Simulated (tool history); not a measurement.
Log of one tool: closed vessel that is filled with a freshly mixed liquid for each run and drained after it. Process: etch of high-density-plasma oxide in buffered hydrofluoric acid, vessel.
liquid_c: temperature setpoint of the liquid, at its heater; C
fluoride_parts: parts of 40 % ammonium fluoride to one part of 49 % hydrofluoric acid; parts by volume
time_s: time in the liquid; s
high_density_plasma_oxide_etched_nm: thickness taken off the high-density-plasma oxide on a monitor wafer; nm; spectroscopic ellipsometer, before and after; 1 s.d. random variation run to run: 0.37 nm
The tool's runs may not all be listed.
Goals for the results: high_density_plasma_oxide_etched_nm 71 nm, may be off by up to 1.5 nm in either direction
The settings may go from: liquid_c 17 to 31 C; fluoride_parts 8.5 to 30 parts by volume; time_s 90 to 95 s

run  hour  liquid_c  fluoride_parts  time_s  high_density_plasma_oxide_etched_nm
  1     0        23            23.5      90                               58.104
  2   7.1      21.5            23.5      90                               53.631
  3  15.9        18            23.5      90                               43.754
  4    21      20.5            23.5      90                               50.398
  5  28.9      20.5            19.5      90                               57.537
  6  33.6      20.5              13      90                               86.162
  7  40.9        20              13      90                               83.271
  8  44.8      19.5              13      90                                82.08
  9  48.6        19              13      90                                78.69
 10    52      18.5              13      90                                76.87
 11  60.1        18              13      90                               74.909
 12  67.5      17.5              13      90                               72.784

Exactly one of the 4 candidate moves below puts every result within its allowed miss. Which one?
  A  74.9      17.5            13.5      95                                    ?
  B  74.9      17.5            12.5      90                                    ?
  C  74.9        19            14.5      90                                    ?
  D  74.9        18              13      90                                    ?

move  high_density_plasma_oxide_etched_nm
   A                               74.029
   B                               75.632
   C                               71.182
   D                               74.879
A: its largest miss is bigger than the last run's
B: its largest miss is bigger than the last run's
C: in spec on every target
D: its largest miss is bigger than the last run's
C is the move that brings every result within its allowed miss.
